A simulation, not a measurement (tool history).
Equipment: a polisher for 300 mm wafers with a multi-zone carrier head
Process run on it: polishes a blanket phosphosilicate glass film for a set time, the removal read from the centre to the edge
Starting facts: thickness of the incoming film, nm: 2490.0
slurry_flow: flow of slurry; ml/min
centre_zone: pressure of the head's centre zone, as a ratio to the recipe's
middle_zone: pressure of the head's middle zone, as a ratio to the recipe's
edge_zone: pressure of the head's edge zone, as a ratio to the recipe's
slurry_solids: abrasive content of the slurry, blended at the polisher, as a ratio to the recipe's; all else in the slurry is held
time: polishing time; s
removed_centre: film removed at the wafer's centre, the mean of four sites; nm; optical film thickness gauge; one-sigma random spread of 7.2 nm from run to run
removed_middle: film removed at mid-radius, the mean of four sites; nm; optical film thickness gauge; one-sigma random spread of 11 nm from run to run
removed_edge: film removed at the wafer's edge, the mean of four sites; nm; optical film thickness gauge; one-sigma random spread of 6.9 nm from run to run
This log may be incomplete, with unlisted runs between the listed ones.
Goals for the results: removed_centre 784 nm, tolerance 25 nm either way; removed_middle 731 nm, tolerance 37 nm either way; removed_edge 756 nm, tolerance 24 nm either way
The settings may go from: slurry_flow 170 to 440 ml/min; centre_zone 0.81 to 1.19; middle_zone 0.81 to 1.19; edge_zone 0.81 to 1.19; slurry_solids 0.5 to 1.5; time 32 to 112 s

{"run": 1, "hour": 0.0, "slurry_flow": 280, "centre_zone": 1, "middle_zone": 1, "edge_zone": 1, "slurry_solids": 1, "time": 72, "removed_centre": 897.17, "removed_middle": 877.95, "removed_edge": 917.1}
{"run": 2, "hour": 0.7, "slurry_flow": 280, "centre_zone": 1, "middle_zone": 0.98, "edge_zone": 0.96, "slurry_solids": 0.95, "time": 72, "removed_centre": 868.1, "removed_middle": 855.94, "removed_edge": 892.5}
{"run": 3, "hour": 2.4, "slurry_flow": 280, "centre_zone": 1, "middle_zone": 0.92, "edge_zone": 0.96, "slurry_solids": 0.95, "time": 72, "removed_centre": 870.6, "removed_middle": 815.5, "removed_edge": 870.36}
{"run": 4, "hour": 5.0, "slurry_flow": 335, "centre_zone": 1, "middle_zone": 0.92, "edge_zone": 0.96, "slurry_solids": 0.95, "time": 72, "removed_centre": 880.58, "removed_middle": 811.12, "removed_edge": 886.8}
{"run": 5, "hour": 7.5, "slurry_flow": 335, "centre_zone": 1, "middle_zone": 0.92, "edge_zone": 0.96, "slurry_solids": 0.9, "time": 72, "removed_centre": 867.45, "removed_middle": 786.44, "removed_edge": 843.78}
{"run": 6, "hour": 15.9, "slurry_flow": 335, "centre_zone": 1.04, "middle_zone": 0.92, "edge_zone": 0.96, "slurry_solids": 0.9, "time": 72, "removed_centre": 881.79, "removed_middle": 794.52, "removed_edge": 852.84}
{"run": 7, "hour": 17.8, "slurry_flow": 335, "centre_zone": 1.03, "middle_zone": 0.92, "edge_zone": 0.94, "slurry_solids": 0.85, "time": 72, "removed_centre": 837.96, "removed_middle": 757.35, "removed_edge": 800.65}
{"run": 8, "hour": 19.1, "slurry_flow": 335, "centre_zone": 1.02, "middle_zone": 0.92, "edge_zone": 0.92, "slurry_solids": 0.85, "time": 72, "removed_centre": 824.15, "removed_middle": 752.35, "removed_edge": 800.85}
{"run": 9, "hour": 24.6, "slurry_flow": 335, "centre_zone": 1.02, "middle_zone": 0.92, "edge_zone": 0.9, "slurry_solids": 0.85, "time": 72, "removed_centre": 841.72, "removed_middle": 763.87, "removed_edge": 788.31}
{"run": 10, "hour": 31.0, "slurry_flow": 335, "centre_zone": 1.02, "middle_zone": 0.92, "edge_zone": 0.9, "slurry_solids": 0.85, "time": 72, "removed_centre": 831.35, "removed_middle": 746.21, "removed_edge": 793.26}
{"run": 11, "hour": 34.0, "slurry_flow": 335, "centre_zone": 1.01, "middle_zone": 0.93, "edge_zone": 0.88, "slurry_solids": 0.85, "time": 72, "removed_centre": 815.84, "removed_middle": 780.48, "removed_edge": 787.72}
{"run": 12, "hour": 38.0, "slurry_flow": 335, "centre_zone": 1, "middle_zone": 0.92, "edge_zone": 0.87, "slurry_solids": 0.85, "time": 72, "removed_centre": 807.14, "removed_middle": 764.57, "removed_edge": 787.7}
{"run": 13, "hour": 39.5, "slurry_flow": 335, "centre_zone": 1, "middle_zone": 0.91, "edge_zone": 0.86, "slurry_solids": 0.85, "time": 72, "removed_centre": 812.64, "removed_middle": 752.7, "removed_edge": 769.15}

Pick the move, out of 5, that brings all results within their allowed miss; only one does.
{"run": "A", "hour": 41.0, "slurry_flow": 320, "centre_zone": 1.01, "middle_zone": 1.06, "edge_zone": 0.81, "slurry_solids": 0.8, "time": 75, "removed_centre": "?", "removed_middle": "?", "removed_edge": "?"}
{"run": "B", "hour": 41.0, "slurry_flow": 285, "centre_zone": 0.97, "middle_zone": 0.89, "edge_zone": 0.81, "slurry_solids": 1.05, "time": 62, "removed_centre": "?", "removed_middle": "?", "removed_edge": "?"}
{"run": "C", "hour": 41.0, "slurry_flow": 320, "centre_zone": 0.94, "middle_zone": 0.85, "edge_zone": 0.94, "slurry_solids": 0.85, "time": 74, "removed_centre": "?", "removed_middle": "?", "removed_edge": "?"}
{"run": "D", "hour": 41.0, "slurry_flow": 300, "centre_zone": 0.9, "middle_zone": 0.94, "edge_zone": 0.81, "slurry_solids": 0.75, "time": 86, "removed_centre": "?", "removed_middle": "?", "removed_edge": "?"}
{"run": "E", "hour": 41.0, "slurry_flow": 400, "centre_zone": 0.93, "middle_zone": 0.93, "edge_zone": 0.91, "slurry_solids": 0.7, "time": 81, "removed_centre": "?", "removed_middle": "?", "removed_edge": "?"}

move=A removed_centre=822.66 removed_middle=818.59 removed_edge=738.11
move=B removed_centre=791.53 removed_middle=710.04 removed_edge=744.76
move=C removed_centre=794.16 removed_middle=707.38 removed_edge=822.85
move=D removed_centre=785.42 removed_middle=794.82 removed_edge=794.97
move=E removed_centre=729.23 removed_middle=705.68 removed_edge=746.63
A: lands further from the targets than the last run did
B: in spec on every target
C: corrects the largest miss of the last run, while another result sits out of spec
D: corrects the largest miss of the last run, while another result sits out of spec
E: takes the biggest miss from the last run beyond its target
Move B is the one to make.
